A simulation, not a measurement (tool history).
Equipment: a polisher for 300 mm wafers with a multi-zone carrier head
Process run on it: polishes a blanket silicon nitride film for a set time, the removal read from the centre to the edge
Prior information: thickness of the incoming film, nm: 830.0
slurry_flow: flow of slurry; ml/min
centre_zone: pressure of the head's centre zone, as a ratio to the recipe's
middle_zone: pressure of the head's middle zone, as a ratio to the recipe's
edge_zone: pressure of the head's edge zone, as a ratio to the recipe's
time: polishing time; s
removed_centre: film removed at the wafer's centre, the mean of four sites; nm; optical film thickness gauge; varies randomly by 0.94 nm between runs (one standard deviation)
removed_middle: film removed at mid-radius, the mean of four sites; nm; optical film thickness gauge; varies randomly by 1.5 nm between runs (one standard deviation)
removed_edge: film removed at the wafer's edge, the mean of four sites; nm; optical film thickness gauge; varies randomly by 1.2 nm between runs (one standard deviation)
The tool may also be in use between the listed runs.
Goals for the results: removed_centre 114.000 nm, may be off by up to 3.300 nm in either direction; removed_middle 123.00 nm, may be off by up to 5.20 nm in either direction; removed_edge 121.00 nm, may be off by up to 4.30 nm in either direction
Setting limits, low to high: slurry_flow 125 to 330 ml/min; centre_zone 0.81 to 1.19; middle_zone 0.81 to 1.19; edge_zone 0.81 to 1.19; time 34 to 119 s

run	hour	slurry_flow	centre_zone	middle_zone	edge_zone	time	removed_centre	removed_middle	removed_edge
1	0.0	210	1.00	1.00	1.00	76	151.180	151.41	154.27
2	4.4	155	1.00	1.00	1.00	76	142.040	143.65	147.24
3	9.4	155	1.00	1.00	1.00	92	169.160	173.26	175.70
4	16.5	130	1.00	1.00	1.00	92	161.940	164.15	173.48
5	21.4	140	0.98	0.99	0.97	85	150.240	155.40	157.91
6	27.8	140	1.05	0.99	0.97	85	161.780	154.84	160.33
7	34.6	140	1.01	0.98	0.95	81	149.080	142.90	150.81
8	40.9	140	0.98	0.99	0.93	78	138.530	137.51	143.65
# hour 41.6: worn pad replaced by a new one
9	41.6	145	0.96	1.01	0.91	75	150.200	157.99	154.19

Of the 5 settings listed for the next run, only one would bring every result within its allowed miss of target. Which one?
A	42.3	155	0.94	1.01	0.94	58	?	?	?
B	42.3	180	0.89	1.04	1.09	59	?	?	?
C	42.3	150	1.01	1.07	0.88	58	?	?	?
D	42.3	140	0.97	0.88	0.88	60	?	?	?
E	42.3	130	0.83	1.02	0.96	59	?	?	?

move	removed_centre	removed_middle	removed_edge
A	113.210	122.66	123.99
B	112.750	131.79	138.47
C	120.760	127.85	119.55
D	117.570	110.42	122.55
E	96.743	120.59	123.53
A: hits every target within its allowed miss
B: the furthest-off result lands on target, but another misses its tolerance
C: closer than the last run, but not yet in spec
D: closer than the last run, but not yet in spec
E: moves the result that the last run missed by most past its target, out the other side
Correct choice: A, which meets every target

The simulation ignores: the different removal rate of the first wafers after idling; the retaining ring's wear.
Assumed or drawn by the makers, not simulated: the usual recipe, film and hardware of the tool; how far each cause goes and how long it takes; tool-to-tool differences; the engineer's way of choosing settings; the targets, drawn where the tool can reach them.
